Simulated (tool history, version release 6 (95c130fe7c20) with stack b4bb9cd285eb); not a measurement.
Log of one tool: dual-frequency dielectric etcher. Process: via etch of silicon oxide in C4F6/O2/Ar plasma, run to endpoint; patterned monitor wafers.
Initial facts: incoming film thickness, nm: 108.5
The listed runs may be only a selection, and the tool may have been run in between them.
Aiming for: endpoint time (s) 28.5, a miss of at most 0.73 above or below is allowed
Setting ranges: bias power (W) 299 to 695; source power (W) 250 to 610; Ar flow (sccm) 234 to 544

Run 1, hour 0: bias power (W) 497, source power (W) 430, Ar flow (sccm) 389. Result: endpoint time (s) 23.215.
Run 2, hour 5: bias power (W) 464, source power (W) 410, Ar flow (sccm) 394. Result: endpoint time (s) 24.588.
Run 3, hour 12.3: bias power (W) 407, source power (W) 410, Ar flow (sccm) 394. Result: endpoint time (s) 26.252.
Run 4, hour 17.6: bias power (W) 394, source power (W) 410, Ar flow (sccm) 394. Result: endpoint time (s) 26.665.
Run 5, hour 24.4: bias power (W) 394, source power (W) 450, Ar flow (sccm) 394. Result: endpoint time (s) 25.187.
Run 6, hour 25.5: bias power (W) 394, source power (W) 530, Ar flow (sccm) 394. Result: endpoint time (s) 22.773.
Run 7, hour 28.3: bias power (W) 375, source power (W) 510, Ar flow (sccm) 398. Result: endpoint time (s) 23.908.
Run 8, hour 31.7: bias power (W) 360, source power (W) 490, Ar flow (sccm) 401. Result: endpoint time (s) 24.757.
Run 9, hour 35.6: bias power (W) 347, source power (W) 480, Ar flow (sccm) 403. Result: endpoint time (s) 25.169.
Run 10, hour 37.9: bias power (W) 337, source power (W) 470, Ar flow (sccm) 404. Result: endpoint time (s) 25.913.
Run 11, hour 42.5: bias power (W) 329, source power (W) 460, Ar flow (sccm) 405. Result: endpoint time (s) 26.787.
Run 12, hour 43.3: bias power (W) 329, source power (W) 460, Ar flow (sccm) 405. Result: endpoint time (s) 26.558.
Run 13, hour 45.7: bias power (W) 323, source power (W) 450, Ar flow (sccm) 406. Result: endpoint time (s) 26.989.

Consider the 4 candidate settings below. Which is the only one whose results all fall within their allowed miss of target?
Run A, hour 48.1: bias power (W) 334, source power (W) 370, Ar flow (sccm) 394. Result: endpoint time (s) ?.
Run B, hour 48.1: bias power (W) 353, source power (W) 460, Ar flow (sccm) 405. Result: endpoint time (s) ?.
Run C, hour 48.1: bias power (W) 299, source power (W) 450, Ar flow (sccm) 437. Result: endpoint time (s) ?.
Run D, hour 48.1: bias power (W) 299, source power (W) 390, Ar flow (sccm) 373. Result: endpoint time (s) ?.

move  endpoint time (s)
   A             30.534
   B             26.145
   C             28.664
   D             30.702
A: pushes the last run's worst result past its target
B: the biggest miss grows against the last run
C: every result lands within tolerance
D: pushes the last run's worst result past its target
Correct choice: C, which meets every target
